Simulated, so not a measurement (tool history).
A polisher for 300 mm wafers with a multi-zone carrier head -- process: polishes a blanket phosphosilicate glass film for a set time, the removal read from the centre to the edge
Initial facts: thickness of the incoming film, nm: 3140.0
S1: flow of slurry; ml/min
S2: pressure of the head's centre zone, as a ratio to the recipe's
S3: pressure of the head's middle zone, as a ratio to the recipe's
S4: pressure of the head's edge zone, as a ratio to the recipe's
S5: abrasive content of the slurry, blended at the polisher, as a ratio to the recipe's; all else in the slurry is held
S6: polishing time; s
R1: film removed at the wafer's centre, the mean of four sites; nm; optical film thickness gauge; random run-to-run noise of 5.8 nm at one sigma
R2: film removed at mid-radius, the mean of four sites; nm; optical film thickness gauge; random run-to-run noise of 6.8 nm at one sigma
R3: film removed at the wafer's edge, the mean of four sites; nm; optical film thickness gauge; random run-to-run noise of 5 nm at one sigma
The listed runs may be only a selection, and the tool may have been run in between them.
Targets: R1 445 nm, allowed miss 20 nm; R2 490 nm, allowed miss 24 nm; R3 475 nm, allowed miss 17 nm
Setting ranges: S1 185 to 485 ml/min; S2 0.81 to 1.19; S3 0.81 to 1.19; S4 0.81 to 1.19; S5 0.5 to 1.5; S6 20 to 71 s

run	day	S1	S2	S3	S4	S5	S6	R1	R2	R3
1	0	310	1	1	1	1	45	301.78	311.9	302.89
2	0.075	310	1	1.01	1.01	1.05	46	316.15	320.56	328.75
3	0.171	310	1	1.01	1.01	1.15	46	343.65	347.82	342.69
4	0.438	310	1	1.02	1.02	1.2	46	351.68	357.06	353.34
5	0.479	310	1	1.02	1.08	1.2	46	356.93	355.54	362.14
6	0.733	310	1	1.08	1.08	1.2	46	351.32	373	360.64
7	0.779	310	0.99	1.08	1.09	1.25	46	346.19	389.13	370.98
8	1.042	310	0.99	1.08	1.1	1.3	46	361.08	383.35	373.68
9	1.275	310	0.99	1.08	1.1	1.3	46	365.21	397.64	386.01

Which of these 5 next moves meets every target?
A	1.508	300	0.82	1.19	1.12	1.5	49	?	?	?
B	1.508	325	0.98	1.1	1.11	1.35	55	?	?	?
C	1.508	300	0.84	1.13	1.13	1.35	49	?	?	?
D	1.508	345	0.96	1.01	1.14	1.35	38	?	?	?
E	1.508	325	1.1	0.91	1.14	1.3	39	?	?	?

move	R1	R2	R3
A	338.28	496.85	440.77
B	436.9	500.55	473.19
C	330.74	453.54	423.02
D	297.05	323.19	333.06
E	341.34	296.81	334.89
A: no better and no worse than the last run
B: every result within its allowed miss
C: lands further from the targets than the last run did
D: lands further from the targets than the last run did
E: lands further from the targets than the last run did
So the answer is move B, the one that meets all the targets.

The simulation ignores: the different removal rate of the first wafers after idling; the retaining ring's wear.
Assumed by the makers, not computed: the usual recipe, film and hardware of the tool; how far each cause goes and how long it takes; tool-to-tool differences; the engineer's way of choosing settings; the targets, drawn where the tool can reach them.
